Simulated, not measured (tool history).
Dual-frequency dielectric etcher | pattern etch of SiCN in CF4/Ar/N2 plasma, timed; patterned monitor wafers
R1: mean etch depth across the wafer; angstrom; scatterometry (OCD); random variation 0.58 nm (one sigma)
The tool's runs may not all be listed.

run 1 hour=0 | source_power_(kW)=0.31 bias_power_(kW)=0.092 Ar_flow_(sccm)=137 CF4_flow_(sccm)=78 etch_time_(s)=153.5 | R1=995.25
run 2 hour=1.2 | source_power_(kW)=0.31 bias_power_(kW)=0.092 Ar_flow_(sccm)=113 CF4_flow_(sccm)=78 etch_time_(s)=153.5 | R1=1030.5
run 3 hour=2.6 | source_power_(kW)=0.29 bias_power_(kW)=0.091 Ar_flow_(sccm)=113 CF4_flow_(sccm)=78 etch_time_(s)=153.5 | R1=974.17
run 4 hour=5.3 | source_power_(kW)=0.31 bias_power_(kW)=0.091 Ar_flow_(sccm)=113 CF4_flow_(sccm)=78 etch_time_(s)=153.5 | R1=1018.8
run 5 hour=7.2 | source_power_(kW)=0.31 bias_power_(kW)=0.091 Ar_flow_(sccm)=128 CF4_flow_(sccm)=78 etch_time_(s)=153.5 | R1=1009
run 6 hour=9.3 | source_power_(kW)=0.34 bias_power_(kW)=0.091 Ar_flow_(sccm)=128 CF4_flow_(sccm)=78 etch_time_(s)=153.5 | R1=1093.3
run 7 hour=18.1 | source_power_(kW)=0.31 bias_power_(kW)=0.09 Ar_flow_(sccm)=128 CF4_flow_(sccm)=78 etch_time_(s)=153.5 | R1=1010.4
run 8 hour=26.7 | source_power_(kW)=0.29 bias_power_(kW)=0.089 Ar_flow_(sccm)=128 CF4_flow_(sccm)=78 etch_time_(s)=153.5 | R1=948.33
run 9 hour=35.1 | source_power_(kW)=0.29 bias_power_(kW)=0.089 Ar_flow_(sccm)=128 CF4_flow_(sccm)=78 etch_time_(s)=153.5 | R1=953.09
run 10 hour=36.4 | source_power_(kW)=0.28 bias_power_(kW)=0.088 Ar_flow_(sccm)=128 CF4_flow_(sccm)=78 etch_time_(s)=153.5 | R1=913.15

The next listed run, before its measurement:
run 11 hour=45 | source_power_(kW)=0.27 bias_power_(kW)=0.088 Ar_flow_(sccm)=128 CF4_flow_(sccm)=78 etch_time_(s)=153.5 | R1=?

{"run 11": {"R1": 876.7}}
